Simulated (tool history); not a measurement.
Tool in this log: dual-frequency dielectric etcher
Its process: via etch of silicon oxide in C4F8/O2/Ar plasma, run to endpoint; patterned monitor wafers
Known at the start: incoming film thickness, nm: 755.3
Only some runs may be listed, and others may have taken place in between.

Run 1, hour 0: source power (W) 1810, bias power (W) 2052. Result: endpoint time (s) 170.39.
Run 2, hour 1.8: source power (W) 2070, bias power (W) 2052. Result: endpoint time (s) 160.65.
Run 3, hour 9.9: source power (W) 1910, bias power (W) 1946. Result: endpoint time (s) 168.88.
Run 4, hour 18.9: source power (W) 1770, bias power (W) 1860. Result: endpoint time (s) 174.1.
Run 5, hour 25.9: source power (W) 2020, bias power (W) 1860. Result: endpoint time (s) 169.39.
Run 6, hour 31.2: source power (W) 2020, bias power (W) 1733. Result: endpoint time (s) 171.05.

Estimate the outcome of run 7 from the log above:
Run 7, hour 34.8: source power (W) 1880, bias power (W) 1638. Result: endpoint time (s) ?.

endpoint time (s): 179.61
